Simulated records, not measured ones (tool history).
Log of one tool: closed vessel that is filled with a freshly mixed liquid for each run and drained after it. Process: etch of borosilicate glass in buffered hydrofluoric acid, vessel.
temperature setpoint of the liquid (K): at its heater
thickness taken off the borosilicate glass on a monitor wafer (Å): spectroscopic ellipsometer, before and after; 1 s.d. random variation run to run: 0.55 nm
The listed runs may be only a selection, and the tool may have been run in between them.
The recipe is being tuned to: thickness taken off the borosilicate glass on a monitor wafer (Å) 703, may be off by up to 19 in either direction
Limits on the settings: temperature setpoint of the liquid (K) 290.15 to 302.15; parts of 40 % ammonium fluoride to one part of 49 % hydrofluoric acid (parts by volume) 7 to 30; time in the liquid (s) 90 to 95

run,hour,temperature setpoint of the liquid (K),parts of 40 % ammonium fluoride to one part of 49 % hydrofluoric acid (parts by volume),time in the liquid (s),thickness taken off the borosilicate glass on a monitor wafer (Å)
1,0,294.15,19,90,545.3
2,2.7,294.15,22.5,90,454.33
3,9.1,295.65,22.5,90,498.92
4,17.7,296.65,22.5,90,528.76
# hour 25.9: hydrofluoric acid flow meter replaced
5,25.9,298.65,22.5,90,554.14
6,30.1,298.65,22.5,90,550.25
7,34.6,299.15,22,90,586.6
8,41.9,299.65,22,90,593.17
9,47.5,300.15,21.5,90,623.05
10,54.3,300.15,21.5,90,627.83
11,59.2,300.65,21.5,90,634.9
12,63.3,301.65,21,90,673.35

Exercise: of the 4 proposed moves below, exactly one satisfies all targets within the stated allowed misses. Which move is it?
A,67.4,302.15,22.5,95,?
B,67.4,301.15,19,95,?
C,67.4,301.15,19.5,95,?
D,67.4,302.15,21,95,?

move,thickness taken off the borosilicate glass on a monitor wafer (Å)
A,699.54
B,757.31
C,738.11
D,733.57
A: in spec on every target
B: the result that was furthest off in the last run now lies on the other side of its target
C: the result that was furthest off in the last run now lies on the other side of its target
D: the result that was furthest off in the last run now lies on the other side of its target
The move that meets every target is A.

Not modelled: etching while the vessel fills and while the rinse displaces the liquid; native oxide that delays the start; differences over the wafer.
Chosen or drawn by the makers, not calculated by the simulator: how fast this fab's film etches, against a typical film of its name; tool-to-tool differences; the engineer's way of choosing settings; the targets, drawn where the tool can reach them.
